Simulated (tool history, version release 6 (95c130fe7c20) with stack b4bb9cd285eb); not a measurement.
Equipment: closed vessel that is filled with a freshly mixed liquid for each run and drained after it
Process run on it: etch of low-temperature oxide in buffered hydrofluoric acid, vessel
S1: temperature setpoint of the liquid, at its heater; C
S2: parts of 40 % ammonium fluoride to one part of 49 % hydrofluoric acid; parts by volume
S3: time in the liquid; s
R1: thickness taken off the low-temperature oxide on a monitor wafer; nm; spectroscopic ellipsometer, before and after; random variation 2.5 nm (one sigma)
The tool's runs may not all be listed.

run 1 hour=0.0 | S1=24.0 S2=13.5 S3=30 | R1=135.07
run 2 hour=8.2 | S1=24.0 S2=13.5 S3=30 | R1=136.47
run 3 hour=10.6 | S1=24.0 S2=16.0 S3=30 | R1=113.66
run 4 hour=15.7 | S1=24.0 S2=16.0 S3=30 | R1=114.32
run 5 hour=22.0 | S1=20.5 S2=16.0 S3=30 | R1=94.09
run 6 hour=27.2 | S1=20.5 S2=14.0 S3=30 | R1=106.50

Run 7 has not been measured yet. What should we expect?
run 7 hour=34.3 | S1=23.0 S2=12.0 S3=30 | R1=?

{"run 7": {"R1": 144.1}}
